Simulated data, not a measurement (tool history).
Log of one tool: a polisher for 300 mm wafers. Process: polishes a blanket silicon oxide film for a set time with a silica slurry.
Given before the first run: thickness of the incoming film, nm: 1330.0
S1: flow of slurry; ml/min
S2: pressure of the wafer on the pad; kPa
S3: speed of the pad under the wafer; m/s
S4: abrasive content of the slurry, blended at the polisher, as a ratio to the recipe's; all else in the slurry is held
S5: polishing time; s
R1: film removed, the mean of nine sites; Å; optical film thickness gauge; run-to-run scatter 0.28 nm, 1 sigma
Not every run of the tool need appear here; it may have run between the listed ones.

run 1 hour=0.0 | S1=280 S2=26.2 S3=1.34 S4=1.0 S5=27 | R1=608.71
run 2 hour=2.8 | S1=280 S2=24.8 S3=1.34 S4=1.0 S5=27 | R1=579.94
run 3 hour=6.2 | S1=280 S2=24.8 S3=1.34 S4=1.2 S5=27 | R1=632.18
run 4 hour=8.9 | S1=280 S2=22.8 S3=1.34 S4=1.2 S5=27 | R1=598.00
-- hour=15.2 conditioning disc replaced and pad reconditioned
run 5 hour=15.2 | S1=280 S2=20.7 S3=1.34 S4=1.2 S5=27 | R1=785.40
run 6 hour=22.4 | S1=280 S2=23.4 S3=1.34 S4=1.2 S5=27 | R1=875.49
run 7 hour=23.8 | S1=280 S2=20.7 S3=1.18 S4=1.2 S5=27 | R1=735.69

Predict the results of run 8:
run 8 hour=25.7 | S1=270 S2=13.8 S3=0.82 S4=1.2 S5=27 | R1=?

{"run 8": {"R1": 404.04}}

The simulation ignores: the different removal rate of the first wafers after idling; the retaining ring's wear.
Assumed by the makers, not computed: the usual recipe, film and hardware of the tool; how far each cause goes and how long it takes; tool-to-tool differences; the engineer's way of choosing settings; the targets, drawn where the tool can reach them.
